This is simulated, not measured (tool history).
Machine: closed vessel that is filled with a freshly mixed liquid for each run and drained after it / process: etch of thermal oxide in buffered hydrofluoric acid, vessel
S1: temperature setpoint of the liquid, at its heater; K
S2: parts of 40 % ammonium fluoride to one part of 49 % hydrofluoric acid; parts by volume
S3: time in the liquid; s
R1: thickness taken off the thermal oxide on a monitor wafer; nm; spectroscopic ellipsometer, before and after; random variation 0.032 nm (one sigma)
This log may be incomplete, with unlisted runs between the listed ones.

run  hour      S1    S2  S3      R1
  1     0  297.15    24  30  14.586
  2   4.9  297.15  27.5  30  13.362
  3  12.6  294.15  27.5  30   11.27
  4  16.2  294.15    30  30  10.578
  5  19.3  294.15    25  30  11.992
  6  26.4  294.15    25  30  12.022
  7  28.3  293.65    25  30  11.699
  8  34.4  293.15    25  30  11.297

Run 9 is up next; what results do you expect?
  9  38.8  292.65  25  30   ?

Logged for run 9: R1 11.042 nm.
